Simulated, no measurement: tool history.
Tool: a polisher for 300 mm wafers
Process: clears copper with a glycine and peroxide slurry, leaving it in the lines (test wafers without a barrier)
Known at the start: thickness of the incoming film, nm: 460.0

| run | day | flow of slurry (ml/min) | pressure of the wafer on the pad (kPa) | speed of the pad under the wafer (m/s) | overpolish time after the end point (s) | time until the end point was called (s) | dishing of a wide line in a test structure (Å) |
|---|---|---|---|---|---|---|---|
| 1 | 0 | 125 | 17.9 | 0.96 | 25 | 80.948 | 555.28 |
| 2 | 0.288 | 120 | 16.5 | 0.98 | 23 | 84.912 | 510.11 |
| 3 | 0.646 | 120 | 16.5 | 0.74 | 23 | 103.56 | 469.33 |
| 4 | 0.967 | 115 | 15.9 | 0.8 | 21 | 103.56 | 448.26 |
| 5 | 1.104 | 110 | 15.2 | 0.86 | 19 | 102.87 | 402.72 |
| 6 | 1.3 | 110 | 15.2 | 0.86 | 25 | 101.98 | 478.86 |
| 7 | 1.388 | 105 | 14.5 | 0.92 | 23 | 106.65 | 460.79 |
| 8 | 1.433 | 140 | 15.2 | 0.64 | 11 | 114.35 | 250.53 |
| 9 | 1.767 | 145 | 15.9 | 0.64 | 11 | 107.08 | 258.07 |
| 10 | 1.892 | 150 | 15.9 | 0.64 | 11 | 106.86 | 256.04 |

Run 11 comes next. What will it give?
| 11 | 1.996 | 185 | 11 | 0.92 | 8 | ? | ? |

Run 11 gave time until the end point was called (s) 104.65, dishing of a wide line in a test structure (Å) 198.04.
